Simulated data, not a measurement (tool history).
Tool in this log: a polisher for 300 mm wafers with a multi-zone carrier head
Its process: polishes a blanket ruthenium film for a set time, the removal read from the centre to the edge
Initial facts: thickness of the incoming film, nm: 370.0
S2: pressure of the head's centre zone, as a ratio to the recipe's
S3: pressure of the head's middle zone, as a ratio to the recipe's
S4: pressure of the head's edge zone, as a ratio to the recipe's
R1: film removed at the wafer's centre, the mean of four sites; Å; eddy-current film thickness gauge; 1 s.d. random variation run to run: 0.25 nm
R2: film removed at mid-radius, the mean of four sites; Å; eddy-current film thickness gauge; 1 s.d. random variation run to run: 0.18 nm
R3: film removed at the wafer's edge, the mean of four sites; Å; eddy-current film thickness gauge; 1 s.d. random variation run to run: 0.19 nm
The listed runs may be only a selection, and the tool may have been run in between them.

{"run": 1, "hour": 0.0, "flow of slurry (ml/min)": 160, "S2": 1.0, "S3": 1.0, "S4": 1.0, "polishing time (s)": 35, "R1": 231.19, "R2": 239.15, "R3": 233.47}
{"run": 2, "hour": 2.0, "flow of slurry (ml/min)": 160, "S2": 1.0, "S3": 1.0, "S4": 1.0, "polishing time (s)": 42, "R1": 277.18, "R2": 284.62, "R3": 285.3}
{"run": 3, "hour": 7.5, "flow of slurry (ml/min)": 150, "S2": 1.01, "S3": 0.98, "S4": 0.97, "polishing time (s)": 42, "R1": 278.3, "R2": 278.21, "R3": 276.83}
{"run": 4, "hour": 16.5, "flow of slurry (ml/min)": 125, "S2": 1.01, "S3": 0.98, "S4": 0.97, "polishing time (s)": 42, "R1": 262.89, "R2": 266.94, "R3": 269.98}
{"run": 5, "hour": 18.6, "flow of slurry (ml/min)": 120, "S2": 1.03, "S3": 0.97, "S4": 0.96, "polishing time (s)": 42, "R1": 267.88, "R2": 263.07, "R3": 262.77}
{"run": 6, "hour": 20.5, "flow of slurry (ml/min)": 115, "S2": 1.04, "S3": 0.96, "S4": 0.96, "polishing time (s)": 42, "R1": 262.18, "R2": 259.38, "R3": 263.07}
{"run": 7, "hour": 22.1, "flow of slurry (ml/min)": 115, "S2": 1.06, "S3": 0.95, "S4": 0.95, "polishing time (s)": 42, "R1": 265.32, "R2": 253.73, "R3": 254.97}
{"run": 8, "hour": 27.4, "flow of slurry (ml/min)": 115, "S2": 1.07, "S3": 0.94, "S4": 0.96, "polishing time (s)": 42, "R1": 270.31, "R2": 249.61, "R3": 260.8}
{"run": 9, "hour": 31.2, "flow of slurry (ml/min)": 115, "S2": 1.08, "S3": 0.94, "S4": 0.95, "polishing time (s)": 42, "R1": 273.22, "R2": 252.93, "R3": 259.43}

Run 10, settings as shown, results not yet in. Your forecast:
{"run": 10, "hour": 38.6, "flow of slurry (ml/min)": 115, "S2": 1.09, "S3": 0.94, "S4": 0.95, "polishing time (s)": 42, "R1": "?", "R2": "?", "R3": "?"}

{"run 10": {"R1": 276.8, "R2": 255.06, "R3": 259.19}}
